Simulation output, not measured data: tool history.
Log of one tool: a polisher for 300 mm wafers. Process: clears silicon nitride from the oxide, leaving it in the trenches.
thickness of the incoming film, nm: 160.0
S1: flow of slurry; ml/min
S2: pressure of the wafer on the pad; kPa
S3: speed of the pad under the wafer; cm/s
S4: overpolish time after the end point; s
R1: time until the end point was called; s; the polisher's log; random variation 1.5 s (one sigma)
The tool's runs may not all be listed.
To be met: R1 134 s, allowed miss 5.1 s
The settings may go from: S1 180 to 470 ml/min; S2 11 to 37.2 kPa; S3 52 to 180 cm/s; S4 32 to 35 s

run,hour,S1,S2,S3,S4,R1
1,0,300,24.1,116,32,95.504
2,4.2,300,21.4,116,32,106.36
3,5.9,355,21.4,116,32,104.44
4,13.4,355,19.3,116,32,117.07
5,15,355,19.3,116,32,116.18
6,20.4,355,24.8,116,32,91.323
7,27.3,355,22.1,116,32,103.23
8,32.3,355,20,116,32,110.51
9,34.6,355,14.5,114,32,146.59

5 next moves are on the table. One of them brings every result within its allowed miss. Which?
A,36.9,455,14.5,136,35,?
B,36.9,310,13.8,108,34,?
C,36.9,400,16.5,122,32,?
D,36.9,355,17.9,86,32,?
E,36.9,360,20,96,32,?

move,R1
A,120.1
B,160.83
C,120.88
D,160.09
E,131.3
A: takes the result that was furthest off past its target
B: further off than the last run
C: takes the result that was furthest off past its target
D: further off than the last run
E: meets every target
Move E is the one to make.

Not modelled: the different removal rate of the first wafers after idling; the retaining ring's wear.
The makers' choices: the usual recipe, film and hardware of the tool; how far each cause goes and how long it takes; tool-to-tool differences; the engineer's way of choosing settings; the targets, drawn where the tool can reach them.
